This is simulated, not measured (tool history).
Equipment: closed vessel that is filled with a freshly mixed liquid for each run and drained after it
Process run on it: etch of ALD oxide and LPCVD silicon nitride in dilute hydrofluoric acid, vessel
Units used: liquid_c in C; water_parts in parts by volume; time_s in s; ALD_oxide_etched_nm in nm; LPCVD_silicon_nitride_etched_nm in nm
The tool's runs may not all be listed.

run,hour,liquid_c,water_parts,time_s,ALD_oxide_etched_nm,LPCVD_silicon_nitride_etched_nm
1,0.0,21.0,215,525,50.251,1.08820
2,4.2,21.0,235,530,45.589,1.02310
3,9.8,24.5,235,530,51.372,1.31660
4,13.0,24.0,250,535,47.720,1.22410
5,18.3,24.0,190,535,66.869,1.61040
6,24.6,23.5,220,540,55.238,1.35410
7,30.2,23.0,240,545,49.132,1.13980
8,31.8,23.0,255,540,45.171,1.16060
9,38.9,22.5,265,545,42.860,1.07210
10,40.7,22.0,275,550,40.416,1.01380
11,44.0,22.0,280,555,39.613,0.95828

What does the tool deliver on the next run?
12,48.4,22.0,285,555,?,?

ALD_oxide_etched_nm: 38.703 nm
LPCVD_silicon_nitride_etched_nm: 0.98643 nm
